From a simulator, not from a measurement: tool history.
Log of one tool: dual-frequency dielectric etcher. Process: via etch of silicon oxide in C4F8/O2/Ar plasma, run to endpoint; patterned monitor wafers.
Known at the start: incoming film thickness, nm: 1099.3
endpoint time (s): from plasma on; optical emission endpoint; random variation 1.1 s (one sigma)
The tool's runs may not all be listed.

run,hour,source power (W),bias power (W),endpoint time (s)
1,0,2010,2647,189.24
2,4.2,1880,2604,193.52
3,5.8,1880,2820,189.2
4,6.5,1880,2436,198.7
5,8.1,1880,2833,188.83
6,10.1,1630,2833,198.02
7,13.3,1560,2764,202.67

Forecast run 8:
8,17.4,1500,2713,?

Run 8 gave endpoint time (s) 205.99.

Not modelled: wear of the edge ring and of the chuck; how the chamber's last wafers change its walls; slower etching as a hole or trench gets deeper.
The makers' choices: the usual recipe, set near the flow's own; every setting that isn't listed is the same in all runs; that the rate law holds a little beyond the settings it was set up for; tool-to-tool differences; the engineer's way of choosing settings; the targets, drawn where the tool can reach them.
